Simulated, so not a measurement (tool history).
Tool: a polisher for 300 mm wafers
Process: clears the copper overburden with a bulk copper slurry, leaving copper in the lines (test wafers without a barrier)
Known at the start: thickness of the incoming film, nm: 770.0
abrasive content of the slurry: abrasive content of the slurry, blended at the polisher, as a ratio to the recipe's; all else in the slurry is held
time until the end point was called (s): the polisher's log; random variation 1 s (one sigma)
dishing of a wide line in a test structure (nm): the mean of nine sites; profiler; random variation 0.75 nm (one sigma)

run	hour	flow of slurry (ml/min)	pressure of the wafer on the pad (psi)	speed of the pad under the wafer (m/s)	abrasive content of the slurry	overpolish time after the end point (s)	time until the end point was called (s)	dishing of a wide line in a test structure (nm)
1	0	240	3	1.1	1	8	68.512	47.438
2	1.5	240	3	1.16	1	6	64.085	44.331
3	9.4	250	2.9	1.18	1.05	5	64.564	39.361
4	10.1	250	2.9	1.18	1.05	9	65.39	55.726
5	15.9	235	3.2	1.12	1	7	63.725	46.962
6	24.4	275	3.2	1.12	1	7	62.963	47.415
7	28.1	260	3.4	1.08	1.05	6	61.843	44.5

The next listed run, before its measurement:
8	34.8	245	3.5	1.08	0.95	5	?	?

time until the end point was called (s): 62.364
dishing of a wide line in a test structure (nm): 41.082

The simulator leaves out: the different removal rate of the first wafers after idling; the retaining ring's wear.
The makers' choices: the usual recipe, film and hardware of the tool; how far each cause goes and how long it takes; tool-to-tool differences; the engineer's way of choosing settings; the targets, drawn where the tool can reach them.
